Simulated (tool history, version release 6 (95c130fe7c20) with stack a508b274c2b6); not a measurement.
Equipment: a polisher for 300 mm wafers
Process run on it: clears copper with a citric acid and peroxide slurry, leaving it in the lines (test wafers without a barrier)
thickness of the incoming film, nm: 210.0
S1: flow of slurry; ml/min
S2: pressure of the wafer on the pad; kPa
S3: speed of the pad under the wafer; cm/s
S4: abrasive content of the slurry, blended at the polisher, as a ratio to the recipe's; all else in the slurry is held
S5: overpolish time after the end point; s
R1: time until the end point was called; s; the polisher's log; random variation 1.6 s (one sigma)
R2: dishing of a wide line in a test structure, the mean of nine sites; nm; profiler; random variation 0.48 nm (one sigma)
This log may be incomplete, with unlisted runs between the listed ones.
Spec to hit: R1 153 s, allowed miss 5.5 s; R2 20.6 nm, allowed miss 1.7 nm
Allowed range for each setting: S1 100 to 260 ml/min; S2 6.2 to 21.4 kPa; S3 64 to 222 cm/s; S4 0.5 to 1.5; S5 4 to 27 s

{"run": 1, "hour": 0.0, "S1": 165, "S2": 13.8, "S3": 142, "S4": 1, "S5": 14, "R1": 107.78, "R2": 21.607}
{"run": 2, "hour": 5.2, "S1": 145, "S2": 13.8, "S3": 142, "S4": 1, "S5": 14, "R1": 110.05, "R2": 21.113}
{"run": 3, "hour": 8.6, "S1": 145, "S2": 13.8, "S3": 142, "S4": 1.1, "S5": 14, "R1": 107.64, "R2": 22.56}
{"run": 4, "hour": 9.2, "S1": 145, "S2": 13.8, "S3": 142, "S4": 1.1, "S5": 8, "R1": 107.58, "R2": 13.439}
{"run": 5, "hour": 13.0, "S1": 105, "S2": 13.8, "S3": 142, "S4": 1.1, "S5": 8, "R1": 110.15, "R2": 12.234}
{"run": 6, "hour": 14.0, "S1": 105, "S2": 13.8, "S3": 142, "S4": 1.1, "S5": 6, "R1": 110.73, "R2": 10.292}
{"run": 7, "hour": 16.0, "S1": 110, "S2": 13.1, "S3": 142, "S4": 1.1, "S5": 8, "R1": 117.35, "R2": 12.91}
{"run": 8, "hour": 24.2, "S1": 110, "S2": 12.4, "S3": 144, "S4": 1.1, "S5": 9, "R1": 117.55, "R2": 13.591}
{"run": 9, "hour": 27.0, "S1": 110, "S2": 11.7, "S3": 144, "S4": 1.1, "S5": 10, "R1": 122.14, "R2": 14.656}
{"run": 10, "hour": 35.3, "S1": 105, "S2": 7.6, "S3": 144, "S4": 1.1, "S5": 16, "R1": 164.19, "R2": 17.103}
{"run": 11, "hour": 37.0, "S1": 110, "S2": 7.6, "S3": 144, "S4": 1.1, "S5": 16, "R1": 158.51, "R2": 16.996}

Which single option among these 4 for the next run brings every result within its allowed miss of target? Just one does.
{"run": "A", "hour": 38.7, "S1": 100, "S2": 6.9, "S3": 150, "S4": 1.2, "S5": 19, "R1": "?", "R2": "?"}
{"run": "B", "hour": 38.7, "S1": 100, "S2": 7.6, "S3": 156, "S4": 0.55, "S5": 17, "R1": "?", "R2": "?"}
{"run": "C", "hour": 38.7, "S1": 195, "S2": 10.3, "S3": 104, "S4": 1.2, "S5": 12, "R1": "?", "R2": "?"}
{"run": "D", "hour": 38.7, "S1": 100, "S2": 10.3, "S3": 126, "S4": 1.15, "S5": 18, "R1": "?", "R2": "?"}

move=A R1=162.48 R2=19.519
move=B R1=164.03 R2=17.703
move=C R1=169.29 R2=12.829
move=D R1=151.14 R2=20.092
A: brings the last run's worst result on target, with another outside its allowed miss
B: gains on the last run, yet a result remains outside its allowed miss
C: further off than the last run
D: every result lands within tolerance
So the answer is move D, the one that meets all the targets.
